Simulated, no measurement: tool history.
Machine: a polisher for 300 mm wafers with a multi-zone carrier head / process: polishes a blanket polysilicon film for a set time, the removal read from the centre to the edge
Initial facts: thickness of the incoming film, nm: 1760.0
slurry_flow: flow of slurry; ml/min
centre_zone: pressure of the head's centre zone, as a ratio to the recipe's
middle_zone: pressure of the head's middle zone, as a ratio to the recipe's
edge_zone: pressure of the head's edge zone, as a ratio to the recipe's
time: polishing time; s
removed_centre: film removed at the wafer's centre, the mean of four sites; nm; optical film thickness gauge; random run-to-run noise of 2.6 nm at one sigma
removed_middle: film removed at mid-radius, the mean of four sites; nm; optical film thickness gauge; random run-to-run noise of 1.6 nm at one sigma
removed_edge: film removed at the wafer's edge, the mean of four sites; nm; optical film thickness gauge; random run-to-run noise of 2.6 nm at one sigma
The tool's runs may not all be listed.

run 1 hour=0 | slurry_flow=270 centre_zone=1 middle_zone=1 edge_zone=1 time=49 | removed_centre=449.79 removed_middle=452.61 removed_edge=443.9
run 2 hour=2 | slurry_flow=260 centre_zone=1 middle_zone=0.96 edge_zone=0.99 time=45 | removed_centre=407.86 removed_middle=399.85 removed_edge=409.86
run 3 hour=8.4 | slurry_flow=255 centre_zone=1.01 middle_zone=0.93 edge_zone=0.97 time=42 | removed_centre=384.46 removed_middle=363.46 removed_edge=379.27
run 4 hour=11.6 | slurry_flow=255 centre_zone=0.93 middle_zone=0.93 edge_zone=0.97 time=42 | removed_centre=350.53 removed_middle=367.24 removed_edge=376.35
run 5 hour=18 | slurry_flow=245 centre_zone=0.95 middle_zone=0.9 edge_zone=0.96 time=40 | removed_centre=346.31 removed_middle=336.49 removed_edge=354.21
run 6 hour=18.9 | slurry_flow=245 centre_zone=0.95 middle_zone=0.9 edge_zone=0.96 time=33 | removed_centre=280.6 removed_middle=277.23 removed_edge=295.19
run 7 hour=26.3 | slurry_flow=245 centre_zone=0.95 middle_zone=0.9 edge_zone=0.96 time=33 | removed_centre=285.53 removed_middle=277.38 removed_edge=292.46
run 8 hour=29 | slurry_flow=240 centre_zone=0.96 middle_zone=0.89 edge_zone=0.97 time=33 | removed_centre=287.67 removed_middle=273.25 removed_edge=300.12

What will run 9 give?
run 9 hour=31.7 | slurry_flow=235 centre_zone=0.97 middle_zone=0.88 edge_zone=0.97 time=33 | removed_centre=? removed_middle=? removed_edge=?

{"run 9": {"removed_centre": 286.92, "removed_middle": 269.56, "removed_edge": 292.95}}
